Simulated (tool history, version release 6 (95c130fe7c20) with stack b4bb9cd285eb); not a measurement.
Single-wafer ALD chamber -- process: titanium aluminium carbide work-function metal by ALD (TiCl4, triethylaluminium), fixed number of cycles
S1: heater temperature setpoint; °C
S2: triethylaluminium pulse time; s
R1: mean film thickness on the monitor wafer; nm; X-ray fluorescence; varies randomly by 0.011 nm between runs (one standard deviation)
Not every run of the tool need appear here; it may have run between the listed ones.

{"run": 1, "day": 0.0, "S1": 300, "S2": 7.01, "R1": 1.7209}
{"run": 2, "day": 0.279, "S1": 305, "S2": 7.01, "R1": 1.7314}
{"run": 3, "day": 0.429, "S1": 305, "S2": 7.81, "R1": 1.7885}
{"run": 4, "day": 0.538, "S1": 306, "S2": 8.06, "R1": 1.8103}
{"run": 5, "day": 0.825, "S1": 312, "S2": 8.06, "R1": 1.8288}
{"run": 6, "day": 1.179, "S1": 312, "S2": 7.03, "R1": 1.7994}
{"run": 7, "day": 1.242, "S1": 314, "S2": 7.25, "R1": 1.826}
{"run": 8, "day": 1.317, "S1": 315, "S2": 7.4, "R1": 1.8227}
{"run": 9, "day": 1.658, "S1": 316, "S2": 7.62, "R1": 1.8466}
{"run": 10, "day": 1.912, "S1": 317, "S2": 7.77, "R1": 1.8706}

Expected results for the next run?
{"run": 11, "day": 2.071, "S1": 318, "S2": 7.84, "R1": "?"}

R1: 1.8637 nm
